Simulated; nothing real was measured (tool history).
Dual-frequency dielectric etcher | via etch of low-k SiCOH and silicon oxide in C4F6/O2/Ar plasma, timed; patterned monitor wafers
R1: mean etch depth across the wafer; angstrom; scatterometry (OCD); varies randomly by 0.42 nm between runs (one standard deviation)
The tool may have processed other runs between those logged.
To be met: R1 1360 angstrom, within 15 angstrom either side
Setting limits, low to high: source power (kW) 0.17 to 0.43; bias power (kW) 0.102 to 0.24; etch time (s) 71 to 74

run 1 hour=0 | source_power_(kW)=0.3 bias_power_(kW)=0.171 etch_time_(s)=71 | R1=1804
run 2 hour=5.2 | source_power_(kW)=0.28 bias_power_(kW)=0.162 etch_time_(s)=71 | R1=1683.8
run 3 hour=6.4 | source_power_(kW)=0.26 bias_power_(kW)=0.161 etch_time_(s)=71 | R1=1619.5
run 4 hour=9.4 | source_power_(kW)=0.25 bias_power_(kW)=0.161 etch_time_(s)=71 | R1=1590.3
run 5 hour=13.6 | source_power_(kW)=0.24 bias_power_(kW)=0.16 etch_time_(s)=71 | R1=1532.3
run 6 hour=22.2 | source_power_(kW)=0.24 bias_power_(kW)=0.16 etch_time_(s)=71 | R1=1539.1
run 7 hour=26.2 | source_power_(kW)=0.23 bias_power_(kW)=0.16 etch_time_(s)=71 | R1=1509.6
run 8 hour=28.5 | source_power_(kW)=0.22 bias_power_(kW)=0.16 etch_time_(s)=71 | R1=1463.3
run 9 hour=30.9 | source_power_(kW)=0.2 bias_power_(kW)=0.16 etch_time_(s)=71 | R1=1385.3
run 10 hour=35 | source_power_(kW)=0.19 bias_power_(kW)=0.16 etch_time_(s)=71 | R1=1330.9
run 11 hour=42.2 | source_power_(kW)=0.2 bias_power_(kW)=0.16 etch_time_(s)=71 | R1=1381.7
run 12 hour=45.8 | source_power_(kW)=0.19 bias_power_(kW)=0.16 etch_time_(s)=71 | R1=1336.1
run 13 hour=48.2 | source_power_(kW)=0.2 bias_power_(kW)=0.16 etch_time_(s)=71 | R1=1387.7
run 14 hour=49.6 | source_power_(kW)=0.19 bias_power_(kW)=0.16 etch_time_(s)=71 | R1=1342.9

Below are 5 possible settings for the next run. Only one of them brings all results inside the allowed miss of their targets. Which is it?
run A hour=51 | source_power_(kW)=0.18 bias_power_(kW)=0.154 etch_time_(s)=73.5 | R1=?
run B hour=51 | source_power_(kW)=0.18 bias_power_(kW)=0.164 etch_time_(s)=74 | R1=?
run C hour=51 | source_power_(kW)=0.17 bias_power_(kW)=0.172 etch_time_(s)=73.5 | R1=?
run D hour=51 | source_power_(kW)=0.17 bias_power_(kW)=0.178 etch_time_(s)=72.5 | R1=?
run E hour=51 | source_power_(kW)=0.19 bias_power_(kW)=0.152 etch_time_(s)=72 | R1=?

move=A R1=1312.3
move=B R1=1363.2
move=C R1=1319.3
move=D R1=1323.4
move=E R1=1323.2
A: moves away from the targets compared with the last run
B: all results land within tolerance of their targets
C: moves away from the targets compared with the last run
D: moves away from the targets compared with the last run
E: moves away from the targets compared with the last run
B meets every target.

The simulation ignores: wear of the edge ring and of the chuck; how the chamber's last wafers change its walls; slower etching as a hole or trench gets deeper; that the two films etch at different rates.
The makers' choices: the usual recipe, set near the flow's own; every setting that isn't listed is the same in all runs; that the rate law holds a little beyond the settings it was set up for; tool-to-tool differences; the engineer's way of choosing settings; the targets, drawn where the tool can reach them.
